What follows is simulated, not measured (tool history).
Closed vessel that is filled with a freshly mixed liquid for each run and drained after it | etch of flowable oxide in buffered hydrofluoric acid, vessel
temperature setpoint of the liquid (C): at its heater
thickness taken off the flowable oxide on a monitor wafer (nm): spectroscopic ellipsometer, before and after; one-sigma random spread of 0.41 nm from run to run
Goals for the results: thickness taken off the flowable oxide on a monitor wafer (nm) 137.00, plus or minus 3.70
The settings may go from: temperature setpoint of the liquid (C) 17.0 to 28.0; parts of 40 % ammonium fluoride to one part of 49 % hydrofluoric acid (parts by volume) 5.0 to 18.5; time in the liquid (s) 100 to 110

run	day	temperature setpoint of the liquid (C)	parts of 40 % ammonium fluoride to one part of 49 % hydrofluoric acid (parts by volume)	time in the liquid (s)	thickness taken off the flowable oxide on a monitor wafer (nm)
1	0.000	20.0	11.5	100	175.18
2	0.300	19.5	11.5	100	171.42
3	0.446	19.0	11.5	100	166.07
4	0.621	18.5	11.5	100	161.08
5	0.796	17.5	12.0	100	146.55
6	0.838	17.5	12.0	100	145.77
7	1.179	17.5	12.0	100	145.46
8	1.338	17.0	12.0	100	140.99
9	1.721	17.0	12.0	100	142.01

Exactly one of the 5 candidate moves below puts every result within its allowed miss. Which one?
A	2.104	17.0	12.0	105	?
B	2.104	17.5	14.5	105	?
C	2.104	19.0	13.5	105	?
D	2.104	18.0	14.0	105	?
E	2.104	17.0	12.5	105	?

move	thickness taken off the flowable oxide on a monitor wafer (nm)
A	149.22
B	127.56
C	149.17
D	135.91
E	143.37
A: moves away from the targets compared with the last run
B: moves the result that the last run missed by most past its target, out the other side
C: moves away from the targets compared with the last run
D: meets every target
E: moves away from the targets compared with the last run
Move D is the one to make.
